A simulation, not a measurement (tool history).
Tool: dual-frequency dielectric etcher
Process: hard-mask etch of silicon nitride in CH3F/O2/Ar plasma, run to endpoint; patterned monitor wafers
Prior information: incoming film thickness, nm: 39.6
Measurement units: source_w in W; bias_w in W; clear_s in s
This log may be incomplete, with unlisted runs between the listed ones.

{"run": 1, "hour": 0.0, "source_w": 450, "bias_w": 76, "clear_s": 59.615}
{"run": 2, "hour": 2.1, "source_w": 380, "bias_w": 76, "clear_s": 64.053}
{"run": 3, "hour": 10.8, "source_w": 310, "bias_w": 76, "clear_s": 69.047}
{"run": 4, "hour": 13.5, "source_w": 350, "bias_w": 76, "clear_s": 65.853}
{"run": 5, "hour": 16.9, "source_w": 400, "bias_w": 76, "clear_s": 62.612}
{"run": 6, "hour": 24.0, "source_w": 460, "bias_w": 77, "clear_s": 58.944}

Run 7, settings as shown, results not yet in. Your forecast:
{"run": 7, "hour": 27.7, "source_w": 500, "bias_w": 78, "clear_s": "?"}

clear_s: 57.176 s
